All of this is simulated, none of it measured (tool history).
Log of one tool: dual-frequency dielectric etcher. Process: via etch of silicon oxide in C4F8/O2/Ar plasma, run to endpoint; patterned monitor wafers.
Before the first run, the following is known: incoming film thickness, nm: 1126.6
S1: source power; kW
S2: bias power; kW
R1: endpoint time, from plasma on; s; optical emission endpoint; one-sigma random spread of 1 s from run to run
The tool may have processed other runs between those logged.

{"run": 1, "hour": 0.0, "S1": 2.64, "S2": 1.886, "R1": 200.82}
{"run": 2, "hour": 6.7, "S1": 2.33, "S2": 1.886, "R1": 213.57}
{"run": 3, "hour": 12.7, "S1": 2.33, "S2": 2.223, "R1": 202.07}
{"run": 4, "hour": 20.6, "S1": 2.33, "S2": 2.03, "R1": 209.82}
{"run": 5, "hour": 28.1, "S1": 2.59, "S2": 2.03, "R1": 201.41}
{"run": 6, "hour": 30.8, "S1": 2.92, "S2": 2.15, "R1": 186.43}
{"run": 7, "hour": 38.6, "S1": 3.11, "S2": 2.196, "R1": 179.13}
{"run": 8, "hour": 46.9, "S1": 3.23, "S2": 2.225, "R1": 174.94}

Estimate the outcome of run 9 from the log above:
{"run": 9, "hour": 55.2, "S1": 3.32, "S2": 2.245, "R1": "?"}

R1: 171.34 s
